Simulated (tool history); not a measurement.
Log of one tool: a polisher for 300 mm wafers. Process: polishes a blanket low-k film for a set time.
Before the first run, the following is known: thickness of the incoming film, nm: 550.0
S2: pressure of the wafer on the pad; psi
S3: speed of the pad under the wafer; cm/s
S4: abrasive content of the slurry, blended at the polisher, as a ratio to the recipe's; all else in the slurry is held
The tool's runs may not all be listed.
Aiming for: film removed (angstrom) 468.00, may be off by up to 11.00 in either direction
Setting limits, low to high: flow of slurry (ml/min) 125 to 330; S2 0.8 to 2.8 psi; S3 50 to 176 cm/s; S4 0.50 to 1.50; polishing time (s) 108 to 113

{"run": 1, "hour": 0.0, "flow of slurry (ml/min)": 210, "S2": 1.8, "S3": 112, "S4": 1.0, "polishing time (s)": 108, "film removed (angstrom)": 352.19}
{"run": 2, "hour": 6.7, "flow of slurry (ml/min)": 215, "S2": 1.9, "S3": 112, "S4": 1.0, "polishing time (s)": 108, "film removed (angstrom)": 373.93}
{"run": 3, "hour": 15.1, "flow of slurry (ml/min)": 215, "S2": 1.9, "S3": 88, "S4": 1.0, "polishing time (s)": 108, "film removed (angstrom)": 332.34}
{"run": 4, "hour": 21.4, "flow of slurry (ml/min)": 220, "S2": 2.0, "S3": 88, "S4": 1.0, "polishing time (s)": 108, "film removed (angstrom)": 351.23}
{"run": 5, "hour": 25.9, "flow of slurry (ml/min)": 220, "S2": 2.0, "S3": 88, "S4": 1.0, "polishing time (s)": 113, "film removed (angstrom)": 365.77}
{"run": 6, "hour": 30.2, "flow of slurry (ml/min)": 225, "S2": 2.1, "S3": 88, "S4": 1.0, "polishing time (s)": 113, "film removed (angstrom)": 387.13}
{"run": 7, "hour": 33.1, "flow of slurry (ml/min)": 225, "S2": 2.2, "S3": 88, "S4": 1.0, "polishing time (s)": 113, "film removed (angstrom)": 401.4}
{"hour": 34.3, "done": "worn pad replaced by a new one"}
{"run": 8, "hour": 34.3, "flow of slurry (ml/min)": 265, "S2": 2.5, "S3": 88, "S4": 1.0, "polishing time (s)": 113, "film removed (angstrom)": 529.19}
{"run": 9, "hour": 39.2, "flow of slurry (ml/min)": 255, "S2": 2.5, "S3": 88, "S4": 1.0, "polishing time (s)": 113, "film removed (angstrom)": 529.12}
{"run": 10, "hour": 41.7, "flow of slurry (ml/min)": 255, "S2": 2.5, "S3": 88, "S4": 1.0, "polishing time (s)": 113, "film removed (angstrom)": 530.0}
{"run": 11, "hour": 43.9, "flow of slurry (ml/min)": 245, "S2": 2.5, "S3": 88, "S4": 1.0, "polishing time (s)": 113, "film removed (angstrom)": 521.45}
{"run": 12, "hour": 47.7, "flow of slurry (ml/min)": 235, "S2": 2.5, "S3": 88, "S4": 1.0, "polishing time (s)": 113, "film removed (angstrom)": 516.32}

Exercise: of the 4 proposed moves below, exactly one satisfies all targets within the stated allowed misses. Which move is it?
{"run": "A", "hour": 51.5, "flow of slurry (ml/min)": 250, "S2": 2.7, "S3": 74, "S4": 0.95, "polishing time (s)": 113, "film removed (angstrom)": "?"}
{"run": "B", "hour": 51.5, "flow of slurry (ml/min)": 200, "S2": 2.3, "S3": 144, "S4": 0.9, "polishing time (s)": 113, "film removed (angstrom)": "?"}
{"run": "C", "hour": 51.5, "flow of slurry (ml/min)": 230, "S2": 2.5, "S3": 94, "S4": 0.95, "polishing time (s)": 111, "film removed (angstrom)": "?"}
{"run": "D", "hour": 51.5, "flow of slurry (ml/min)": 245, "S2": 2.2, "S3": 128, "S4": 0.85, "polishing time (s)": 108, "film removed (angstrom)": "?"}

move=A film_removed_(angstrom)=498.39
move=B film_removed_(angstrom)=550.82
move=C film_removed_(angstrom)=500.66
move=D film_removed_(angstrom)=463.40
A: closer than the last run, but not yet in spec
B: lands further from the targets than the last run did
C: closer than the last run, but not yet in spec
D: all results land within tolerance of their targets
Answer: D
